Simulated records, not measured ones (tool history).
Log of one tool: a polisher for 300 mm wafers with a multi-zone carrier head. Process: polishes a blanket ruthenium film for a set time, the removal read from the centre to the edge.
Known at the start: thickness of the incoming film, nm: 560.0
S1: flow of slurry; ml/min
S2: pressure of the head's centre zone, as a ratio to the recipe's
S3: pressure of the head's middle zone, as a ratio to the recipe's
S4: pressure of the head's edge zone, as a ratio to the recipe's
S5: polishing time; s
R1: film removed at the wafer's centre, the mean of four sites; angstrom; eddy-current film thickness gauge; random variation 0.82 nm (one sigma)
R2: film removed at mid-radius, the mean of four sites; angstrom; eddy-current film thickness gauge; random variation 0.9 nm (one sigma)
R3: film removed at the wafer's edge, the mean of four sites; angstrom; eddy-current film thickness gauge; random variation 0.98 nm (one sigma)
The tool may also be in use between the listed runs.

run	day	S1	S2	S3	S4	S5	R1	R2	R3
1	0.000	125	1.00	1.00	1.00	59	640.21	660.00	634.60
2	0.204	125	1.00	0.93	1.00	59	659.86	617.21	640.53
3	0.308	125	1.00	0.93	1.00	48	528.42	503.97	516.19
4	0.542	135	1.01	0.98	1.02	51	603.13	553.56	575.24
5	0.904	110	1.01	0.98	1.02	51	561.13	531.61	541.94
6	1.221	110	1.01	0.98	1.02	66	707.45	699.32	704.83
7	1.258	115	1.00	1.00	1.00	66	714.51	728.77	716.36
8	1.496	115	1.00	1.00	1.00	66	717.05	712.90	727.65

Forecast run 9:
9	1.833	120	1.00	1.04	0.96	65	?	?	?

R1: 720.00 angstrom
R2: 747.66 angstrom
R3: 676.35 angstrom
